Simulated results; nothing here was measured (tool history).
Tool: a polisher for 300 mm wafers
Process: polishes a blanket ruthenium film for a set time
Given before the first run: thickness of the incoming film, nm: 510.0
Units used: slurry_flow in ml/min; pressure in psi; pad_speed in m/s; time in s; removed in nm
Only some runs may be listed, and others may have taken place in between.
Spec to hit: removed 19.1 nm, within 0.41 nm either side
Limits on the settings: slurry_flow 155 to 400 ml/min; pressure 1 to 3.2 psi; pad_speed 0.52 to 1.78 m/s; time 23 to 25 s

run 1 hour=0 | slurry_flow=255 pressure=2.1 pad_speed=1.14 time=25 | removed=34.332
run 2 hour=1.3 | slurry_flow=250 pressure=1.9 pad_speed=1.14 time=25 | removed=31.299
run 3 hour=7.7 | slurry_flow=245 pressure=1.8 pad_speed=1.12 time=25 | removed=28.776
run 4 hour=11.4 | slurry_flow=240 pressure=1.7 pad_speed=1.12 time=25 | removed=27.35
run 5 hour=17.6 | slurry_flow=235 pressure=1.6 pad_speed=1.12 time=25 | removed=25.818
run 6 hour=25.4 | slurry_flow=230 pressure=1.5 pad_speed=1.12 time=25 | removed=24.007
run 7 hour=32.9 | slurry_flow=220 pressure=1.4 pad_speed=1.12 time=25 | removed=22.233
run 8 hour=38.6 | slurry_flow=210 pressure=1.4 pad_speed=1.12 time=25 | removed=22.205
run 9 hour=40.8 | slurry_flow=205 pressure=1.4 pad_speed=1.12 time=25 | removed=22.203

4 next moves are on the table. One of them brings every result within its allowed miss. Which?
run A hour=43 | slurry_flow=250 pressure=1.1 pad_speed=1.12 time=25 | removed=?
run B hour=43 | slurry_flow=285 pressure=1.2 pad_speed=1.12 time=23 | removed=?
run C hour=43 | slurry_flow=165 pressure=1.3 pad_speed=1.08 time=24 | removed=?
run D hour=43 | slurry_flow=175 pressure=1.5 pad_speed=0.96 time=24 | removed=?

move=A removed=18.104
move=B removed=18.347
move=C removed=18.489
move=D removed=19.255
A: the result that was furthest off in the last run now lies on the other side of its target
B: the result that was furthest off in the last run now lies on the other side of its target
C: the result that was furthest off in the last run now lies on the other side of its target
D: all results in spec
Correct choice: D, which meets every target
